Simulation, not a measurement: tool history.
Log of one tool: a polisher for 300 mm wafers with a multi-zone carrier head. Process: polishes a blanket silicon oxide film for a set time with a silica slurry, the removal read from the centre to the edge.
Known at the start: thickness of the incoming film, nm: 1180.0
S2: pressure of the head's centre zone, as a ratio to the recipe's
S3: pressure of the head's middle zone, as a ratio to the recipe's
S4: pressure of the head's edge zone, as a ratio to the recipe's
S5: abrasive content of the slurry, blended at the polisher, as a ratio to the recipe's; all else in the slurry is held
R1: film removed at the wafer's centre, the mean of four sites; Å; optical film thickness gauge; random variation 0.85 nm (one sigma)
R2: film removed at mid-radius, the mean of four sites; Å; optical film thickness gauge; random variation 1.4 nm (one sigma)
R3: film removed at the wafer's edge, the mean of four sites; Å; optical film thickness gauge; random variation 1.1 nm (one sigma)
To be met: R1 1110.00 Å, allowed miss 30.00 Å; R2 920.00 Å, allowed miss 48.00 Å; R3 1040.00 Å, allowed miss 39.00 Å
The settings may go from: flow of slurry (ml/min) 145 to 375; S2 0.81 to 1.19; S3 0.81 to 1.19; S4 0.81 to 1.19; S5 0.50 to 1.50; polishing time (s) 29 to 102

{"run": 1, "day": 0.0, "flow of slurry (ml/min)": 240, "S2": 1.0, "S3": 1.0, "S4": 1.0, "S5": 1.0, "polishing time (s)": 65, "R1": 2135.1, "R2": 2110.5, "R3": 2187.3}
{"run": 2, "day": 0.308, "flow of slurry (ml/min)": 240, "S2": 1.0, "S3": 1.0, "S4": 1.0, "S5": 1.0, "polishing time (s)": 78, "R1": 2570.5, "R2": 2502.1, "R3": 2608.1}
{"run": 3, "day": 0.625, "flow of slurry (ml/min)": 235, "S2": 1.01, "S3": 0.96, "S4": 0.97, "S5": 0.85, "polishing time (s)": 67, "R1": 2113.9, "R2": 1982.7, "R3": 2084.2}
{"run": 4, "day": 0.829, "flow of slurry (ml/min)": 235, "S2": 0.96, "S3": 0.96, "S4": 0.97, "S5": 0.85, "polishing time (s)": 67, "R1": 1994.6, "R2": 1992.8, "R3": 2096.4}
{"run": 5, "day": 0.921, "flow of slurry (ml/min)": 235, "S2": 0.96, "S3": 0.96, "S4": 1.03, "S5": 0.85, "polishing time (s)": 67, "R1": 1995.7, "R2": 1955.4, "R3": 2138.4}
{"run": 6, "day": 0.988, "flow of slurry (ml/min)": 235, "S2": 0.96, "S3": 0.96, "S4": 1.03, "S5": 0.8, "polishing time (s)": 67, "R1": 1951.2, "R2": 1879.9, "R3": 2103.6}
{"run": 7, "day": 1.079, "flow of slurry (ml/min)": 245, "S2": 1.03, "S3": 0.9, "S4": 0.93, "S5": 0.55, "polishing time (s)": 49, "R1": 1333.5, "R2": 1200.4, "R3": 1312.8}
{"run": 8, "day": 1.4, "flow of slurry (ml/min)": 240, "S2": 1.04, "S3": 0.88, "S4": 0.91, "S5": 0.55, "polishing time (s)": 46, "R1": 1266.6, "R2": 1050.2, "R3": 1191.1}
{"run": 9, "day": 1.692, "flow of slurry (ml/min)": 230, "S2": 1.03, "S3": 0.87, "S4": 0.89, "S5": 0.55, "polishing time (s)": 46, "R1": 1251.0, "R2": 1090.8, "R3": 1163.6}
{"run": 10, "day": 1.871, "flow of slurry (ml/min)": 230, "S2": 1.03, "S3": 0.86, "S4": 0.89, "S5": 0.55, "polishing time (s)": 45, "R1": 1221.1, "R2": 1031.3, "R3": 1171.3}
{"run": 11, "day": 1.912, "flow of slurry (ml/min)": 225, "S2": 1.03, "S3": 0.85, "S4": 0.87, "S5": 0.55, "polishing time (s)": 45, "R1": 1221.3, "R2": 1011.7, "R3": 1149.7}
{"run": 12, "day": 1.958, "flow of slurry (ml/min)": 220, "S2": 1.02, "S3": 0.84, "S4": 0.86, "S5": 0.55, "polishing time (s)": 45, "R1": 1204.5, "R2": 965.86, "R3": 1138.2}
{"run": 13, "day": 2.038, "flow of slurry (ml/min)": 215, "S2": 1.02, "S3": 0.85, "S4": 0.85, "S5": 0.55, "polishing time (s)": 45, "R1": 1212.5, "R2": 995.99, "R3": 1133.7}
{"run": 14, "day": 2.238, "flow of slurry (ml/min)": 205, "S2": 1.0, "S3": 0.83, "S4": 0.81, "S5": 0.5, "polishing time (s)": 42, "R1": 1059.8, "R2": 881.34, "R3": 992.96}
{"run": 15, "day": 2.471, "flow of slurry (ml/min)": 215, "S2": 1.0, "S3": 0.83, "S4": 0.82, "S5": 0.5, "polishing time (s)": 42, "R1": 1063.3, "R2": 924.34, "R3": 1016.3}

Which of these 5 next moves meets every target?
{"run": "A", "day": 2.704, "flow of slurry (ml/min)": 225, "S2": 0.92, "S3": 0.84, "S4": 0.83, "S5": 0.5, "polishing time (s)": 42, "R1": "?", "R2": "?", "R3": "?"}
{"run": "B", "day": 2.704, "flow of slurry (ml/min)": 200, "S2": 1.0, "S3": 0.84, "S4": 0.81, "S5": 0.5, "polishing time (s)": 44, "R1": "?", "R2": "?", "R3": "?"}
{"run": "C", "day": 2.704, "flow of slurry (ml/min)": 175, "S2": 0.88, "S3": 0.9, "S4": 0.85, "S5": 0.5, "polishing time (s)": 45, "R1": "?", "R2": "?", "R3": "?"}
{"run": "D", "day": 2.704, "flow of slurry (ml/min)": 195, "S2": 1.02, "S3": 0.86, "S4": 0.81, "S5": 0.85, "polishing time (s)": 34, "R1": "?", "R2": "?", "R3": "?"}
{"run": "E", "day": 2.704, "flow of slurry (ml/min)": 275, "S2": 1.0, "S3": 0.86, "S4": 0.81, "S5": 0.5, "polishing time (s)": 40, "R1": "?", "R2": "?", "R3": "?"}

move=A R1=984.15 R2=910.94 R3=1024.60
move=B R1=1101.90 R2=939.13 R3=1050.40
move=C R1=969.15 R2=997.21 R3=1079.00
move=D R1=1040.90 R2=886.70 R3=973.56
move=E R1=1046.10 R2=904.69 R3=982.68
A: further off than the last run
B: meets every target
C: further off than the last run
D: further off than the last run
E: further off than the last run
The right move is B.
